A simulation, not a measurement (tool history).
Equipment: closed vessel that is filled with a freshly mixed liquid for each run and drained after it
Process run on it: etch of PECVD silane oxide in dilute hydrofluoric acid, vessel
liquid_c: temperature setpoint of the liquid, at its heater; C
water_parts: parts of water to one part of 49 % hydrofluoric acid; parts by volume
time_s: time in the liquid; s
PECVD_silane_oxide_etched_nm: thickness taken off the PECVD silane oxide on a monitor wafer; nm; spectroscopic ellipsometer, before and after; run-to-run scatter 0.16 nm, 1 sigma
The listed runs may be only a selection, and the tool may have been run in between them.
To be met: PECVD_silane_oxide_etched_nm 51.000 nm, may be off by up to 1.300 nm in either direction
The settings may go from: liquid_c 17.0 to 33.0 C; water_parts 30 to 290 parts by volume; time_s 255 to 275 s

run	day	liquid_c	water_parts	time_s	PECVD_silane_oxide_etched_nm
1	0.000	25.0	160	255	30.320
2	0.283	27.5	160	255	33.125
3	0.488	27.5	190	255	26.884
4	0.633	28.5	180	255	29.816
5	0.800	28.5	180	255	29.660
6	1.121	29.5	170	255	33.087
7	1.467	33.0	120	255	56.805
8	1.700	32.5	120	255	55.990
9	2.062	32.0	120	255	54.753

Exercise: of the 5 proposed moves below, exactly one satisfies all targets within the stated allowed misses. Which move is it?
A	2.425	28.0	105	265	?
B	2.425	33.0	120	255	?
C	2.425	31.0	125	260	?
D	2.425	32.0	120	275	?
E	2.425	31.0	115	275	?

move	PECVD_silane_oxide_etched_nm
A	57.342
B	56.858
C	51.414
D	59.152
E	59.942
A: misses by more than the last run did
B: misses by more than the last run did
C: every result lands within tolerance
D: misses by more than the last run did
E: misses by more than the last run did
C meets every target.

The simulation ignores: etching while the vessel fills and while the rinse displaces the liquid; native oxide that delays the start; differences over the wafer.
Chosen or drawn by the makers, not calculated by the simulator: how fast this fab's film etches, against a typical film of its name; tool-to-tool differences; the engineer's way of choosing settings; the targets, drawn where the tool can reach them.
